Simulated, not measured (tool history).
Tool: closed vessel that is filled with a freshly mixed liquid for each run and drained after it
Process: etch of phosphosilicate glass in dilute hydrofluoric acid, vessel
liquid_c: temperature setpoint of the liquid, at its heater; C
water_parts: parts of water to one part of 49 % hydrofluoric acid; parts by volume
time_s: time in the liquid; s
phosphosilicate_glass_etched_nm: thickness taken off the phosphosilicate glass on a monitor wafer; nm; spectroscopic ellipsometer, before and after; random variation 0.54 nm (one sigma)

| run | hour | liquid_c | water_parts | time_s | phosphosilicate_glass_etched_nm |
|---|---|---|---|---|---|
| 1 | 0.0 | 25.0 | 290 | 85 | 47.380 |
| 2 | 1.7 | 27.0 | 250 | 85 | 61.316 |
| 3 | 8.7 | 27.0 | 250 | 95 | 68.064 |
| 4 | 17.0 | 28.5 | 225 | 95 | 82.498 |
|  | 24.4 | hydrofluoric acid flow meter replaced |
| 5 | 24.4 | 29.5 | 210 | 95 | 106.440 |
| 6 | 33.3 | 29.5 | 210 | 85 | 94.994 |
| 7 | 41.2 | 30.5 | 210 | 85 | 97.685 |

Run 8 comes next. What will it give?
| 8 | 43.0 | 31.0 | 205 | 85 | ? |

{"run 8": {"phosphosilicate_glass_etched_nm": 102.07}}
